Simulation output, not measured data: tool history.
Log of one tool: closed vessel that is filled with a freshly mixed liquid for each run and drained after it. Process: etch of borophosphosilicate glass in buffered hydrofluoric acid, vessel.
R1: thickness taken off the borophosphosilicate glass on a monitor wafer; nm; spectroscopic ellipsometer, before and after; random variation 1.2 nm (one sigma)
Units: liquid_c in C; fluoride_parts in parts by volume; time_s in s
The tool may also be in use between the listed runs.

run 1 day=0 | liquid_c=20 fluoride_parts=8.5 time_s=100 | R1=301.04
run 2 day=0.233 | liquid_c=20 fluoride_parts=7.5 time_s=100 | R1=341.38
run 3 day=0.496 | liquid_c=23 fluoride_parts=7.5 time_s=100 | R1=402.55
run 4 day=0.592 | liquid_c=22.5 fluoride_parts=8 time_s=100 | R1=369.98
run 5 day=0.812 | liquid_c=22 fluoride_parts=8.5 time_s=100 | R1=333.41
run 6 day=0.983 | liquid_c=19 fluoride_parts=8.5 time_s=100 | R1=285.93

Run 7 comes next. What will it give?
run 7 day=1.225 | liquid_c=19 fluoride_parts=9 time_s=100 | R1=?

Run 7 gave R1 268.3 nm.

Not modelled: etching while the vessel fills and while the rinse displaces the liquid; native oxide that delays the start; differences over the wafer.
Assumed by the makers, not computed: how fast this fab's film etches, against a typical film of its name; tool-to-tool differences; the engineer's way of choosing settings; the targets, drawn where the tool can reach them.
